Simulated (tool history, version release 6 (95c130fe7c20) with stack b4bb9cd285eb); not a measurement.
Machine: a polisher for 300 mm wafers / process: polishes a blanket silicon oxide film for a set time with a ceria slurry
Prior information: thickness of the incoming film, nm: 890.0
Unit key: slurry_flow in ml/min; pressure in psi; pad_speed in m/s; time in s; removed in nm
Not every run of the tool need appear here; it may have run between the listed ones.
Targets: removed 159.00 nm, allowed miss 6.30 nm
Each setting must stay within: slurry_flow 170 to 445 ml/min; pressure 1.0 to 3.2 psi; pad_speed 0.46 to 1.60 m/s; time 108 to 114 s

{"run": 1, "hour": 0.0, "slurry_flow": 285, "pressure": 2.1, "pad_speed": 1.02, "time": 108, "removed": 279.7}
{"run": 2, "hour": 8.1, "slurry_flow": 285, "pressure": 2.1, "pad_speed": 1.22, "time": 108, "removed": 331.31}
{"run": 3, "hour": 11.0, "slurry_flow": 285, "pressure": 2.1, "pad_speed": 1.22, "time": 114, "removed": 353.31}
{"run": 4, "hour": 14.7, "slurry_flow": 285, "pressure": 2.0, "pad_speed": 1.18, "time": 114, "removed": 337.68}
{"run": 5, "hour": 19.4, "slurry_flow": 285, "pressure": 1.9, "pad_speed": 1.12, "time": 114, "removed": 302.4}
{"run": 6, "hour": 22.9, "slurry_flow": 285, "pressure": 1.9, "pad_speed": 1.28, "time": 114, "removed": 349.0}
{"run": 7, "hour": 26.6, "slurry_flow": 285, "pressure": 1.8, "pad_speed": 1.22, "time": 114, "removed": 316.21}
{"run": 8, "hour": 35.0, "slurry_flow": 285, "pressure": 1.7, "pad_speed": 1.16, "time": 114, "removed": 288.78}
{"run": 9, "hour": 35.7, "slurry_flow": 285, "pressure": 1.6, "pad_speed": 1.12, "time": 114, "removed": 260.32}
{"run": 10, "hour": 42.4, "slurry_flow": 285, "pressure": 1.5, "pad_speed": 1.1, "time": 114, "removed": 242.45}
{"run": 11, "hour": 48.8, "slurry_flow": 285, "pressure": 1.0, "pad_speed": 0.9, "time": 113, "removed": 146.49}

Exercise: of the 5 proposed moves below, exactly one satisfies all targets within the stated allowed misses. Which move is it?
{"run": "A", "hour": 55.2, "slurry_flow": 280, "pressure": 1.2, "pad_speed": 0.78, "time": 113, "removed": "?"}
{"run": "B", "hour": 55.2, "slurry_flow": 415, "pressure": 1.2, "pad_speed": 0.82, "time": 114, "removed": "?"}
{"run": "C", "hour": 55.2, "slurry_flow": 220, "pressure": 1.4, "pad_speed": 0.74, "time": 108, "removed": "?"}
{"run": "D", "hour": 55.2, "slurry_flow": 270, "pressure": 1.1, "pad_speed": 0.82, "time": 113, "removed": "?"}
{"run": "E", "hour": 55.2, "slurry_flow": 335, "pressure": 1.2, "pad_speed": 0.78, "time": 114, "removed": "?"}

move=A removed=145.47
move=B removed=158.61
move=C removed=145.62
move=D removed=142.41
move=E removed=148.93
A: misses by more than the last run did
B: every result lands within tolerance
C: misses by more than the last run did
D: misses by more than the last run did
E: better than the last run, though not everything is in spec
B meets every target.
